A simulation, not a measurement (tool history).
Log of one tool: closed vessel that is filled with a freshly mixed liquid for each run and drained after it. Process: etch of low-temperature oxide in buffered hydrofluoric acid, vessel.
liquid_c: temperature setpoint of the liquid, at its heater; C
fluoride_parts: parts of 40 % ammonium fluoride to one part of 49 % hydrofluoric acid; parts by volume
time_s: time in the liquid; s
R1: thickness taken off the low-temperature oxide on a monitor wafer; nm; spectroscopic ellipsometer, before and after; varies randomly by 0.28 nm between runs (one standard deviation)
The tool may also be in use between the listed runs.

run 1 hour=0 | liquid_c=22 fluoride_parts=17 time_s=35 | R1=47.274
run 2 hour=6.3 | liquid_c=24 fluoride_parts=16 time_s=35 | R1=55.551
run 3 hour=14.3 | liquid_c=25.5 fluoride_parts=15 time_s=35 | R1=64.205
run 4 hour=18.5 | liquid_c=26.5 fluoride_parts=14.5 time_s=35 | R1=70.234
run 5 hour=26.6 | liquid_c=26.5 fluoride_parts=14.5 time_s=30 | R1=60.23
run 6 hour=34.4 | liquid_c=30 fluoride_parts=14.5 time_s=30 | R1=72.538

Run 7 has not been measured yet. What should we expect?
run 7 hour=40.8 | liquid_c=30 fluoride_parts=13.5 time_s=30 | R1=?

{"run 7": {"R1": 77.911}}
